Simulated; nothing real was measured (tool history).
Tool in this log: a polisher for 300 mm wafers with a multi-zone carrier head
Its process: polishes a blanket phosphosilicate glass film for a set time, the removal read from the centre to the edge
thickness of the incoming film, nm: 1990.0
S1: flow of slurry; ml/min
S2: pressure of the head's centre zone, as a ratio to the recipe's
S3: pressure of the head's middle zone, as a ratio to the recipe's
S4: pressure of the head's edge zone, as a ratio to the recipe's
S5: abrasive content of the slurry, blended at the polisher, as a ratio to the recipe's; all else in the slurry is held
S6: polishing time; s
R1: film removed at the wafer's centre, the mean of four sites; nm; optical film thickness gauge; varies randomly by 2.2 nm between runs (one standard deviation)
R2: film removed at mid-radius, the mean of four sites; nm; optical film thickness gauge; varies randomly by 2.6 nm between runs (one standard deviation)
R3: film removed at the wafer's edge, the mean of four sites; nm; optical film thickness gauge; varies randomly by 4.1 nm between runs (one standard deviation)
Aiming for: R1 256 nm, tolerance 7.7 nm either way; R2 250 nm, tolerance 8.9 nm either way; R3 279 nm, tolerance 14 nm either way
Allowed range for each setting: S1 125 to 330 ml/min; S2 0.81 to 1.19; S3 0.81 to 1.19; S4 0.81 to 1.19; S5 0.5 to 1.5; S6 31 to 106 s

run,day,S1,S2,S3,S4,S5,S6,R1,R2,R3
1,0,210,1,1,1,1,68,419.67,418.93,427.09
2,0.183,210,1,1,1.08,1,68,416.95,419.67,439.57
3,0.417,210,1,1,1,1,68,416.67,420.34,421.15
4,0.621,210,0.94,1,1,1,68,388.12,416.11,422.32
5,0.754,205,0.93,0.98,0.98,0.9,67,357.33,373.99,393.88
6,1.017,205,0.93,0.9,0.98,0.9,67,355.43,354.4,379.94
7,1.133,200,0.92,0.89,0.96,0.85,67,341.76,337.93,380.66
8,1.438,220,0.92,0.89,0.94,0.8,65,330.62,326.55,354.57
9,1.65,220,0.92,0.89,0.94,0.8,65,330.87,324.64,360.09
10,1.7,220,0.92,0.89,0.92,0.75,64,314.37,307.94,342.6
11,1.929,195,0.9,0.86,0.82,0.5,62,226.07,221.95,241.32
12,2.029,205,0.9,0.86,0.83,0.5,62,230.21,223.34,243.77
13,2.25,215,0.9,0.86,0.84,0.5,62,226.7,227.14,243.78
14,2.379,230,0.97,0.86,0.94,0.7,62,312.11,284.62,321.56
15,2.458,170,0.89,0.83,0.84,0.7,62,269.17,261.12,288.72
16,2.492,165,0.89,0.83,0.84,0.7,62,265.13,257.68,292.6

Consider the 5 candidate settings below. Which is the only one whose results all fall within their allowed miss of target?
A,2.525,135,0.95,0.81,0.96,0.7,65,?,?,?
B,2.525,125,0.92,0.81,0.83,0.75,64,?,?,?
C,2.525,170,1.01,0.85,0.91,0.65,59,?,?,?
D,2.525,125,0.92,0.81,0.96,0.6,70,?,?,?
E,2.525,165,0.89,0.84,0.86,0.7,59,?,?,?

move,R1,R2,R3
A,284.23,257.6,307.37
B,274.99,258.28,291.27
C,278.78,245.25,270.7
D,264.11,248.02,297.75
E,254.49,252.25,274.74
A: misses by more than the last run did
B: misses by more than the last run did
C: misses by more than the last run did
D: misses by more than the last run did
E: every result within its allowed miss
E is the move that brings every result within its allowed miss.
